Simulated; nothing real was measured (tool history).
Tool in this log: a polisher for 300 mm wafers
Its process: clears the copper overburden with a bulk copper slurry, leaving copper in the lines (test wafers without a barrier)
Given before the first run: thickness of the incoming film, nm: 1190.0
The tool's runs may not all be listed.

run,hour,flow of slurry (ml/min),pressure of the wafer on the pad (psi),speed of the pad under the wafer (m/s),abrasive content of the slurry,overpolish time after the end point (s),time until the end point was called (s),dishing of a wide line in a test structure (angstrom)
1,0,310,3,1.36,1,21,110.06,910.23
2,8.4,310,2.9,1.36,1,22,114.58,909.06
3,13.4,310,2.8,1.36,1,23,118.59,914.07
4,21.4,310,2.7,1.36,1,24,121.1,926.24
5,28.7,310,2.7,1.04,1,24,161.31,787.02
6,36.3,310,2.8,1.04,1,25,152.37,803.08

Run 7 is up next; what results do you expect?
7,40.5,310,2.8,1.04,1,26,?,?

time until the end point was called (s): 153.12
dishing of a wide line in a test structure (angstrom): 835.76

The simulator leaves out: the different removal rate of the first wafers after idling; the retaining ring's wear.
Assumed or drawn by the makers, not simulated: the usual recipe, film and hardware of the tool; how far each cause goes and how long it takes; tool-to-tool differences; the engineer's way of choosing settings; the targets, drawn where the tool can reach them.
